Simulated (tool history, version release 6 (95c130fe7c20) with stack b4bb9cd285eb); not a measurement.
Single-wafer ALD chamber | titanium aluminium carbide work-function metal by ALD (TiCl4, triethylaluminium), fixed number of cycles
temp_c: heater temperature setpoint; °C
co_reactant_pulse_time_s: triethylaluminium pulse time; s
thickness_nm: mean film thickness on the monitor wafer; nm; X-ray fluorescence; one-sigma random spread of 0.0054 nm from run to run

Run 1, hour 0: temp_c 280 °C, co_reactant_pulse_time_s 13.94 s. Result: thickness_nm 1.837 nm.
Run 2, hour 2.3: temp_c 275 °C, co_reactant_pulse_time_s 13.94 s. Result: thickness_nm 1.7898 nm.
Run 3, hour 8.2: temp_c 280 °C, co_reactant_pulse_time_s 14.28 s. Result: thickness_nm 1.8435 nm.
Run 4, hour 11.9: temp_c 289 °C, co_reactant_pulse_time_s 14.28 s. Result: thickness_nm 1.9112 nm.
Run 5, hour 15.5: temp_c 289 °C, co_reactant_pulse_time_s 11.42 s. Result: thickness_nm 1.8791 nm.
At hour 16.4: thermocouple changed; heater temperature recalibrated.
Run 6, hour 16.4: temp_c 282 °C, co_reactant_pulse_time_s 11.42 s. Result: thickness_nm 1.7824 nm.
Run 7, hour 21.8: temp_c 287 °C, co_reactant_pulse_time_s 11.56 s. Result: thickness_nm 1.8341 nm.
Run 8, hour 28.6: temp_c 291 °C, co_reactant_pulse_time_s 11.7 s. Result: thickness_nm 1.8687 nm.

Estimate the outcome of run 9 from the log above:
Run 9, hour 33.8: temp_c 294 °C, co_reactant_pulse_time_s 11.83 s. Result: thickness_nm ?.

thickness_nm: 1.8887 nm
